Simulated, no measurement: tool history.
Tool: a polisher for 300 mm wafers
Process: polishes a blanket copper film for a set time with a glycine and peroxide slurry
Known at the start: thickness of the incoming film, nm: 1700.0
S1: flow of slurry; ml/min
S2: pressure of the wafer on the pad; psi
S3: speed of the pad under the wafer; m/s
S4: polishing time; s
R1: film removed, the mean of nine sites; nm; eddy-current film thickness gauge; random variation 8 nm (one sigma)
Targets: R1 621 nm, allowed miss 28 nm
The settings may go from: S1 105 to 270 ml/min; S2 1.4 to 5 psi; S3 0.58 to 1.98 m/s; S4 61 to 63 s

| run | hour | S1 | S2 | S3 | S4 | R1 |
|---|---|---|---|---|---|---|
| 1 | 0 | 175 | 3.2 | 1.28 | 61 | 401.87 |
| 2 | 6.4 | 175 | 3.2 | 1.28 | 63 | 415.42 |
| 3 | 14.6 | 175 | 3.2 | 1.28 | 61 | 406.34 |
| 4 | 22.6 | 175 | 3.6 | 1.3 | 61 | 448.3 |
| 5 | 31.6 | 175 | 3.9 | 1.32 | 61 | 497.9 |
| 6 | 40.2 | 175 | 4.3 | 1.32 | 61 | 521.07 |
| 7 | 44.5 | 175 | 4.5 | 1.34 | 61 | 557.56 |
| 8 | 45.3 | 175 | 4.6 | 1.34 | 61 | 572.2 |
| 9 | 47.4 | 175 | 4.7 | 1.34 | 61 | 586.87 |
| 10 | 49.7 | 175 | 4.8 | 1.34 | 61 | 585.66 |

Which of these 5 next moves meets every target?
| A | 52 | 160 | 4.5 | 1.3 | 63 | ? |
| B | 52 | 195 | 5 | 1.12 | 62 | ? |
| C | 52 | 180 | 4.4 | 1.28 | 61 | ? |
| D | 52 | 190 | 4.3 | 1.36 | 62 | ? |
| E | 52 | 115 | 5 | 1.38 | 63 | ? |

| move | R1 |
|---|---|
| A | 558.88 |
| B | 541.46 |
| C | 531.31 |
| D | 562.52 |
| E | 616.82 |
A: further off than the last run
B: further off than the last run
C: further off than the last run
D: further off than the last run
E: meets every target
Answer: E

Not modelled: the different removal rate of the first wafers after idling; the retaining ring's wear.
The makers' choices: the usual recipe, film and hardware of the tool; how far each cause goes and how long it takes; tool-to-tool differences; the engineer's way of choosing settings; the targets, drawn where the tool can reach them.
